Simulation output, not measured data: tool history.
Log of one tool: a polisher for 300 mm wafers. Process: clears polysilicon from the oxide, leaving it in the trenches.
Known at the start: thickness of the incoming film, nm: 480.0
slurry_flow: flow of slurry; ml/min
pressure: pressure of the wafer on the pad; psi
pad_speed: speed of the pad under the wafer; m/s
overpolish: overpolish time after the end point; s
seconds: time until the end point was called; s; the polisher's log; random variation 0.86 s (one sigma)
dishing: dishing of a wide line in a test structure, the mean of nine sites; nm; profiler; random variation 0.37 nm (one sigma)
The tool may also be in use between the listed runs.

| run | hour | slurry_flow | pressure | pad_speed | overpolish | seconds | dishing |
|---|---|---|---|---|---|---|---|
| 1 | 0.0 | 310 | 3.1 | 0.78 | 11 | 39.206 | 57.493 |
| 2 | 2.9 | 310 | 2.4 | 0.78 | 11 | 47.658 | 53.145 |
| 3 | 8.8 | 310 | 2.2 | 0.72 | 10 | 54.722 | 48.569 |
| 4 | 11.4 | 335 | 2.1 | 0.66 | 9 | 60.623 | 42.016 |
| 5 | 19.6 | 335 | 2.1 | 0.52 | 9 | 76.032 | 39.517 |
| 6 | 27.6 | 260 | 2.1 | 0.52 | 9 | 77.768 | 39.078 |
|  | 29.6 | head pressure recalibrated |
| 7 | 29.6 | 295 | 2.0 | 0.50 | 8 | 78.867 | 34.485 |
| 8 | 34.3 | 285 | 2.0 | 0.48 | 7 | 81.778 | 30.905 |
| 9 | 35.6 | 270 | 2.0 | 0.46 | 6 | 84.570 | 25.379 |
| 10 | 40.3 | 260 | 1.9 | 0.46 | 6 | 87.686 | 26.031 |
| 11 | 43.5 | 350 | 1.6 | 0.36 | 3 | 118.900 | 10.788 |
| 12 | 50.5 | 340 | 1.7 | 0.36 | 3 | 114.870 | 11.246 |
| 13 | 59.6 | 340 | 1.7 | 0.36 | 3 | 114.380 | 10.876 |

The next listed run, before its measurement:
| 14 | 68.2 | 325 | 1.7 | 0.36 | 3 | ? | ? |

seconds: 114.380 s
dishing: 11.383 nm
